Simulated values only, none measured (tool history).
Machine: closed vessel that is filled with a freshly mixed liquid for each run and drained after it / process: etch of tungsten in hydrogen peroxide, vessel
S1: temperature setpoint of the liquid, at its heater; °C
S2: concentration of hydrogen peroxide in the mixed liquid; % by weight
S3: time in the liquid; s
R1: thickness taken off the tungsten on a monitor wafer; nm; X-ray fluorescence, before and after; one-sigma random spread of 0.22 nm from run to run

Run 1, day 0.000: S1 45.0 °C, S2 18 % by weight, S3 30 s. Result: R1 23.728 nm.
Run 2, day 0.096: S1 45.0 °C, S2 21 % by weight, S3 30 s. Result: R1 25.788 nm.
Run 3, day 0.212: S1 45.0 °C, S2 21 % by weight, S3 30 s. Result: R1 25.429 nm.
Run 4, day 0.458: S1 45.0 °C, S2 21 % by weight, S3 30 s. Result: R1 25.663 nm.
Run 5, day 0.804: S1 45.0 °C, S2 19 % by weight, S3 30 s. Result: R1 24.282 nm.
Run 6, day 0.854: S1 45.5 °C, S2 19 % by weight, S3 30 s. Result: R1 25.107 nm.
Run 7, day 1.067: S1 46.0 °C, S2 19 % by weight, S3 30 s. Result: R1 25.794 nm.

Run 8, settings as shown, results not yet in. Your forecast:
Run 8, day 1.250: S1 46.0 °C, S2 19 % by weight, S3 30 s. Result: R1 ?.

Run 8 gave R1 26.181 nm.
